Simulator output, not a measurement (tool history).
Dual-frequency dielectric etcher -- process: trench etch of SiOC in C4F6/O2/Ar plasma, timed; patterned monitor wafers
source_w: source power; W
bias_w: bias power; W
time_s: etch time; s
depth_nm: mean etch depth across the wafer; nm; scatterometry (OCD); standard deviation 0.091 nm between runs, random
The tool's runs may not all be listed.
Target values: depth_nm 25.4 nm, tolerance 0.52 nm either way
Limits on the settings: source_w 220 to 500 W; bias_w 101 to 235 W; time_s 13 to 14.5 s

run 1 hour=0 | source_w=360 bias_w=168 time_s=14.5 | depth_nm=27.982
run 2 hour=5.1 | source_w=360 bias_w=193 time_s=14.5 | depth_nm=29.324
run 3 hour=13.5 | source_w=340 bias_w=190 time_s=14.5 | depth_nm=28.223
run 4 hour=15.1 | source_w=310 bias_w=190 time_s=14.5 | depth_nm=27.631
run 5 hour=23.3 | source_w=360 bias_w=190 time_s=14.5 | depth_nm=29.022
run 6 hour=31.6 | source_w=340 bias_w=187 time_s=14.5 | depth_nm=28.294
run 7 hour=39.7 | source_w=320 bias_w=185 time_s=14.5 | depth_nm=27.471
run 8 hour=44.4 | source_w=310 bias_w=184 time_s=14.5 | depth_nm=27.11
run 9 hour=52.7 | source_w=250 bias_w=178 time_s=14.5 | depth_nm=24.768

Below are 4 possible settings for the next run. Only one of them brings all results inside the allowed miss of their targets. Which is it?
run A hour=61 | source_w=290 bias_w=204 time_s=13.5 | depth_nm=?
run B hour=61 | source_w=270 bias_w=205 time_s=13 | depth_nm=?
run C hour=61 | source_w=250 bias_w=175 time_s=14 | depth_nm=?
run D hour=61 | source_w=240 bias_w=199 time_s=14 | depth_nm=?

move=A depth_nm=25.365
move=B depth_nm=23.807
move=C depth_nm=23.787
move=D depth_nm=24.308
A: hits every target within its allowed miss
B: misses by more than the last run did
C: misses by more than the last run did
D: misses by more than the last run did
A meets every target.
